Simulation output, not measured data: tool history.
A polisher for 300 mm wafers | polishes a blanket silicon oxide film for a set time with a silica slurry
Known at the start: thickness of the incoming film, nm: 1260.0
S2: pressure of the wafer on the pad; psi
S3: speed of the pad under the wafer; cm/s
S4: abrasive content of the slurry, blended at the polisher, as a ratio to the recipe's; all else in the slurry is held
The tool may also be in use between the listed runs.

run 1 day=0.000 | flow_of_slurry_(ml/min)=135 S2=4.2 S3=104 S4=1.00 polishing_time_(s)=100 | film_removed_(Å)=3164.4
run 2 day=0.354 | flow_of_slurry_(ml/min)=160 S2=4.2 S3=104 S4=1.00 polishing_time_(s)=100 | film_removed_(Å)=3174.7
run 3 day=0.717 | flow_of_slurry_(ml/min)=160 S2=4.9 S3=110 S4=1.00 polishing_time_(s)=100 | film_removed_(Å)=3687.0
run 4 day=1.042 | flow_of_slurry_(ml/min)=160 S2=4.9 S3=96 S4=1.00 polishing_time_(s)=100 | film_removed_(Å)=3352.3
run 5 day=1.146 | flow_of_slurry_(ml/min)=160 S2=4.9 S3=96 S4=1.00 polishing_time_(s)=105 | film_removed_(Å)=3466.8
run 6 day=1.400 | flow_of_slurry_(ml/min)=160 S2=5.4 S3=108 S4=1.00 polishing_time_(s)=105 | film_removed_(Å)=4006.6

Forecast run 7:
run 7 day=1.675 | flow_of_slurry_(ml/min)=160 S2=5.7 S3=122 S4=1.05 polishing_time_(s)=105 | film_removed_(Å)=?

film removed (Å): 4850.3
